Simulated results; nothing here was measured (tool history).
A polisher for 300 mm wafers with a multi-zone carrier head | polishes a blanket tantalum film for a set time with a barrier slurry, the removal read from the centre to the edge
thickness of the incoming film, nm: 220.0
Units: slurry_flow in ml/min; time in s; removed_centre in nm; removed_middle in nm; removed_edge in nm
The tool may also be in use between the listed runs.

run	hour	slurry_flow	centre_zone	middle_zone	edge_zone	slurry_solids	time	removed_centre	removed_middle	removed_edge
1	0	120	1	1	1	1	43	76.943	76.574	75.008
2	1.1	120	1	1	1	1	50	88.117	88.765	86.731
3	2.9	115	0.98	1	0.98	0.95	48	80.075	82.053	78.8
4	3.6	110	0.96	0.99	0.97	0.9	47	75.371	77.39	75.919
5	11.4	105	0.94	0.99	0.95	0.85	46	68.105	73.556	70.613
6	17.1	105	0.94	0.99	0.95	0.85	39	57.484	62.67	60.553
7	23.6	85	0.88	0.99	0.85	0.6	37	39.448	46.266	43.463

Forecast run 8:
8	26.9	115	0.89	1	0.88	0.6	37	?	?	?

{"run 8": {"removed_centre": 44.139, "removed_middle": 50.22, "removed_edge": 46.541}}

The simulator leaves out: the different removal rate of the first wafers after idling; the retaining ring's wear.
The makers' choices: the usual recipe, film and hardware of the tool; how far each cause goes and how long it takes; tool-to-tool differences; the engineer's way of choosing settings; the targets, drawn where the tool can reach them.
